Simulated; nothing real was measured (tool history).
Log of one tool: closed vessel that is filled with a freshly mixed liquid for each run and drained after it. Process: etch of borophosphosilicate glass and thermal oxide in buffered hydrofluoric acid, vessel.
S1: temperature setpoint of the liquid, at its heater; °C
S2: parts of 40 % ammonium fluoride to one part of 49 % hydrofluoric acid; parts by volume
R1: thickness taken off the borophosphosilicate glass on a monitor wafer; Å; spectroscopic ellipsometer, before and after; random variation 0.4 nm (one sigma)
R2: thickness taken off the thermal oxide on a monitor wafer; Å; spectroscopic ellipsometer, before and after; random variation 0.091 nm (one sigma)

{"run": 1, "day": 0.0, "S1": 22, "S2": 21, "time in the liquid (s)": 60, "R1": 848.8, "R2": 342.06}
{"run": 2, "day": 0.138, "S1": 21.5, "S2": 21.5, "time in the liquid (s)": 60, "R1": 806.6, "R2": 323.99}
{"run": 3, "day": 0.171, "S1": 19.5, "S2": 21.5, "time in the liquid (s)": 60, "R1": 734.85, "R2": 291.17}
{"run": 4, "day": 0.296, "S1": 19.5, "S2": 21.5, "time in the liquid (s)": 70, "R1": 854.98, "R2": 340.51}
{"run": 5, "day": 0.325, "S1": 19.5, "S2": 21.5, "time in the liquid (s)": 90, "R1": 1110.7, "R2": 435.1}
{"run": 6, "day": 0.658, "S1": 22, "S2": 21.5, "time in the liquid (s)": 90, "R1": 1258.7, "R2": 503.55}
{"day": 0.979, "done": "thermometer replaced"}
{"run": 7, "day": 0.979, "S1": 21.5, "S2": 22.5, "time in the liquid (s)": 85, "R1": 981.02, "R2": 392.77}

Run 8 comes next. What will it give?
{"run": 8, "day": 1.254, "S1": 21, "S2": 23.5, "time in the liquid (s)": 85, "R1": "?", "R2": "?"}

R1: 918.95 Å
R2: 369.75 Å
